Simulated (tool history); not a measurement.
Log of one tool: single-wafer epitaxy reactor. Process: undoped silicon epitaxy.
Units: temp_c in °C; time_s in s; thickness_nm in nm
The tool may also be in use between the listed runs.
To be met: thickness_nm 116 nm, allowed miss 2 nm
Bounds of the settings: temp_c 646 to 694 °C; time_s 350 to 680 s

{"run": 1, "hour": 0.0, "temp_c": 670, "time_s": 515, "thickness_nm": 153.59}
{"run": 2, "hour": 7.0, "temp_c": 680, "time_s": 515, "thickness_nm": 194.3}
{"run": 3, "hour": 10.9, "temp_c": 676, "time_s": 514, "thickness_nm": 177.83}
{"run": 4, "hour": 14.5, "temp_c": 676, "time_s": 561, "thickness_nm": 193.3}
{"run": 5, "hour": 18.3, "temp_c": 676, "time_s": 601, "thickness_nm": 207.95}
{"run": 6, "hour": 23.8, "temp_c": 667, "time_s": 601, "thickness_nm": 167.44}
{"run": 7, "hour": 27.2, "temp_c": 664, "time_s": 601, "thickness_nm": 156.49}
{"run": 8, "hour": 28.0, "temp_c": 662, "time_s": 601, "thickness_nm": 149.27}
{"hour": 34.5, "done": "pyrometer calibrated"}
{"run": 9, "hour": 34.5, "temp_c": 650, "time_s": 599, "thickness_nm": 97.087}
{"run": 10, "hour": 37.3, "temp_c": 651, "time_s": 599, "thickness_nm": 99.178}

5 next moves are on the table. One of them brings every result within its allowed miss. Which?
{"run": "A", "hour": 40.1, "temp_c": 656, "time_s": 580, "thickness_nm": "?"}
{"run": "B", "hour": 40.1, "temp_c": 652, "time_s": 645, "thickness_nm": "?"}
{"run": "C", "hour": 40.1, "temp_c": 656, "time_s": 646, "thickness_nm": "?"}
{"run": "D", "hour": 40.1, "temp_c": 654, "time_s": 649, "thickness_nm": "?"}
{"run": "E", "hour": 40.1, "temp_c": 659, "time_s": 602, "thickness_nm": "?"}

move=A thickness_nm=108.63
move=B thickness_nm=109.42
move=C thickness_nm=120.99
move=D thickness_nm=115.7
move=E thickness_nm=121.36
A: nearer than the last run, and not there yet
B: nearer than the last run, and not there yet
C: takes the result that was furthest off past its target
D: meets every target
E: takes the result that was furthest off past its target
The right move is D.
